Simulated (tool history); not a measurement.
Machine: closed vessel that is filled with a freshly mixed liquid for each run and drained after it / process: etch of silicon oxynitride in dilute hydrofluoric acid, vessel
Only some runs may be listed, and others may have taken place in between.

| run | hour | temperature setpoint of the liquid (°C) | parts of water to one part of 49 % hydrofluoric acid (parts by volume) | time in the liquid (s) | thickness taken off the silicon oxynitride on a monitor wafer (nm) |
|---|---|---|---|---|---|
| 1 | 0 | 25 | 170 | 535 | 10.123 |
| 2 | 7.4 | 27 | 170 | 535 | 11.103 |
| 3 | 13.8 | 28 | 160 | 535 | 12.377 |
| 4 | 21.2 | 28 | 215 | 535 | 8.8248 |
| 5 | 27.1 | 28 | 265 | 535 | 6.8937 |
| 6 | 29.9 | 28.5 | 240 | 535 | 7.9204 |
| 7 | 31.2 | 29 | 220 | 535 | 8.9388 |
| 8 | 39 | 29.5 | 200 | 535 | 10.25 |

The next listed run, before its measurement:
| 9 | 41.4 | 30 | 180 | 535 | ? |

{"run 9": {"thickness taken off the silicon oxynitride on a monitor wafer (nm)": 11.853}}

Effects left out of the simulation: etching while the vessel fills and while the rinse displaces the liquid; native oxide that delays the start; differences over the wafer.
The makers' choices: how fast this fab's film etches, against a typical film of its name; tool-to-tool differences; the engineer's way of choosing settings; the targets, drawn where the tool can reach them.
